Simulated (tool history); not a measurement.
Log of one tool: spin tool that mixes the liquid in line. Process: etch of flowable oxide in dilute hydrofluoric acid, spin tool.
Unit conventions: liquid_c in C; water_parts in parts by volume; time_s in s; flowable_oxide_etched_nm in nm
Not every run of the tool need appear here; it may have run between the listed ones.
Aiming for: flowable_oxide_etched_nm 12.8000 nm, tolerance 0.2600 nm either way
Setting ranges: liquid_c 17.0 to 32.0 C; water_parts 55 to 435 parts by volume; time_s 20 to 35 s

Run 1, hour 0.0: liquid_c 24.0 C, water_parts 245 parts by volume, time_s 35 s. Result: flowable_oxide_etched_nm 4.9801 nm.
Run 2, hour 3.1: liquid_c 21.5 C, water_parts 245 parts by volume, time_s 35 s. Result: flowable_oxide_etched_nm 4.5179 nm.
Run 3, hour 11.5: liquid_c 21.5 C, water_parts 275 parts by volume, time_s 35 s. Result: flowable_oxide_etched_nm 3.9312 nm.
Run 4, hour 16.7: liquid_c 21.5 C, water_parts 275 parts by volume, time_s 35 s. Result: flowable_oxide_etched_nm 3.9228 nm.
Run 5, hour 19.2: liquid_c 21.5 C, water_parts 315 parts by volume, time_s 35 s. Result: flowable_oxide_etched_nm 3.2905 nm.
Run 6, hour 20.6: liquid_c 19.5 C, water_parts 315 parts by volume, time_s 35 s. Result: flowable_oxide_etched_nm 3.0635 nm.
Run 7, hour 28.4: liquid_c 23.0 C, water_parts 255 parts by volume, time_s 35 s. Result: flowable_oxide_etched_nm 4.5544 nm.
Run 8, hour 31.0: liquid_c 25.5 C, water_parts 210 parts by volume, time_s 35 s. Result: flowable_oxide_etched_nm 6.3187 nm.
Run 9, hour 31.6: liquid_c 25.5 C, water_parts 210 parts by volume, time_s 35 s. Result: flowable_oxide_etched_nm 6.3798 nm.
Run 10, hour 33.4: liquid_c 29.5 C, water_parts 115 parts by volume, time_s 35 s. Result: flowable_oxide_etched_nm 15.1080 nm.
Run 11, hour 38.6: liquid_c 28.5 C, water_parts 115 parts by volume, time_s 35 s. Result: flowable_oxide_etched_nm 14.6060 nm.
Run 12, hour 41.3: liquid_c 27.5 C, water_parts 115 parts by volume, time_s 35 s. Result: flowable_oxide_etched_nm 13.9770 nm.

4 candidate next runs follow, results not yet known. Just one meets every target within its allowed miss. Identify it.
Run A, hour 44.0: liquid_c 28.0 C, water_parts 110 parts by volume, time_s 35 s. Result: flowable_oxide_etched_nm ?.
Run B, hour 44.0: liquid_c 25.0 C, water_parts 120 parts by volume, time_s 35 s. Result: flowable_oxide_etched_nm ?.
Run C, hour 44.0: liquid_c 31.5 C, water_parts 145 parts by volume, time_s 35 s. Result: flowable_oxide_etched_nm ?.
Run D, hour 44.0: liquid_c 30.0 C, water_parts 135 parts by volume, time_s 35 s. Result: flowable_oxide_etched_nm ?.

move  flowable_oxide_etched_nm
   A                   14.9820
   B                   12.0890
   C                   12.3290
   D                   12.7170
A: misses by more than the last run did
B: takes the biggest miss from the last run beyond its target
C: takes the biggest miss from the last run beyond its target
D: every result lands within tolerance
The move that meets every target is D.

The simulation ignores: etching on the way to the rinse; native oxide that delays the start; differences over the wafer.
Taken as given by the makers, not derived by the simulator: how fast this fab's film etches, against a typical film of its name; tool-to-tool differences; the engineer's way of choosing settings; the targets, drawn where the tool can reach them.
